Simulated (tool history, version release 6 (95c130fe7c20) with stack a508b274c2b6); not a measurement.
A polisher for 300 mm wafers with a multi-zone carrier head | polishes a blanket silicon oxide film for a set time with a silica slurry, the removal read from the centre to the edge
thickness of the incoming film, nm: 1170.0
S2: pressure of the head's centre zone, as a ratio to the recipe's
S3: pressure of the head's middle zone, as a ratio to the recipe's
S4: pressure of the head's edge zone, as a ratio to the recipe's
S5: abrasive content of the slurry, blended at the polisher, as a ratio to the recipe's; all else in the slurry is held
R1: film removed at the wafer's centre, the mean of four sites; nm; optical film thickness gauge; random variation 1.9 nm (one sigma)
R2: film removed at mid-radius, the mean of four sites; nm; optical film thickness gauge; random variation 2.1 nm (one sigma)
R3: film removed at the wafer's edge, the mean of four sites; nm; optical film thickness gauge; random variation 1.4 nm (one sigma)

run 1 day=0 | flow_of_slurry_(ml/min)=310 S2=1 S3=1 S4=1 S5=1 polishing_time_(s)=34 | R1=120.58 R2=123.11 R3=115.78
run 2 day=0.038 | flow_of_slurry_(ml/min)=310 S2=1 S3=1 S4=1.04 S5=1 polishing_time_(s)=34 | R1=120.13 R2=123.52 R3=119.88
run 3 day=0.104 | flow_of_slurry_(ml/min)=280 S2=1 S3=1 S4=1.04 S5=1 polishing_time_(s)=34 | R1=119.51 R2=122.19 R3=116.94
run 4 day=0.471 | flow_of_slurry_(ml/min)=285 S2=1.01 S3=1.02 S4=1.05 S5=1 polishing_time_(s)=34 | R1=122.06 R2=124.27 R3=119
run 5 day=0.542 | flow_of_slurry_(ml/min)=240 S2=1.01 S3=1.02 S4=1.05 S5=1 polishing_time_(s)=34 | R1=120.18 R2=121.82 R3=117.44
run 6 day=0.775 | flow_of_slurry_(ml/min)=240 S2=1.01 S3=0.97 S4=1.05 S5=1 polishing_time_(s)=34 | R1=117 R2=116.35 R3=118.32
run 7 day=1.029 | flow_of_slurry_(ml/min)=245 S2=1.01 S3=0.99 S4=1.06 S5=1.05 polishing_time_(s)=34 | R1=122.18 R2=120.9 R3=122.34
run 8 day=1.375 | flow_of_slurry_(ml/min)=250 S2=1.01 S3=1.01 S4=1.07 S5=1.05 polishing_time_(s)=34 | R1=119.66 R2=120.86 R3=120.33
run 9 day=1.667 | flow_of_slurry_(ml/min)=255 S2=1.01 S3=1.02 S4=1.07 S5=1.1 polishing_time_(s)=34 | R1=126 R2=128.31 R3=123.71
run 10 day=1.946 | flow_of_slurry_(ml/min)=260 S2=1.01 S3=1.03 S4=1.08 S5=1.1 polishing_time_(s)=34 | R1=127.48 R2=126.82 R3=124.3
run 11 day=2.142 | flow_of_slurry_(ml/min)=260 S2=1 S3=1.04 S4=1.09 S5=1.15 polishing_time_(s)=34 | R1=124.08 R2=130.95 R3=125.34
run 12 day=2.45 | flow_of_slurry_(ml/min)=260 S2=1 S3=1.05 S4=1.1 S5=1.2 polishing_time_(s)=34 | R1=127.55 R2=135.62 R3=130.41
run 13 day=2.512 | flow_of_slurry_(ml/min)=265 S2=1.01 S3=1.06 S4=1.1 S5=1.2 polishing_time_(s)=34 | R1=129.63 R2=133.5 R3=129.19

The next listed run, before its measurement:
run 14 day=2.662 | flow_of_slurry_(ml/min)=265 S2=1.03 S3=1.16 S4=1.12 S5=1.45 polishing_time_(s)=34 | R1=? R2=? R3=?

R1: 136.89 nm
R2: 156.45 nm
R3: 139.41 nm

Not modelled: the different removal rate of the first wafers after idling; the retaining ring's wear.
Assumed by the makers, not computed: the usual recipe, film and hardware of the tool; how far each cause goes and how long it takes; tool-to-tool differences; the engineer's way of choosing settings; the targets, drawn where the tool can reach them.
